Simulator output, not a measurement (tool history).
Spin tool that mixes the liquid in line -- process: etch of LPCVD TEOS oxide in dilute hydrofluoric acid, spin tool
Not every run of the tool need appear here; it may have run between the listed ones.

| run | day | temperature setpoint of the liquid (°C) | parts of water to one part of 49 % hydrofluoric acid (parts by volume) | time under the liquid (s) | thickness taken off the LPCVD TEOS oxide on a monitor wafer (Å) |
|---|---|---|---|---|---|
| 1 | 0 | 24 | 140 | 260 | 299.7 |
| 2 | 0.233 | 23 | 145 | 260 | 274.99 |
| 3 | 0.317 | 23 | 145 | 260 | 277.53 |
| 4 | 0.629 | 23 | 105 | 260 | 396.86 |
| 5 | 0.746 | 22 | 115 | 260 | 343.62 |
| 6 | 0.771 | 21.5 | 125 | 260 | 309.19 |
| 7 | 1.004 | 21 | 135 | 260 | 276.8 |

Expected results for the next run?
| 8 | 1.192 | 20.5 | 140 | 260 | ? |

Logged for run 8: thickness taken off the LPCVD TEOS oxide on a monitor wafer (Å) 260.59.
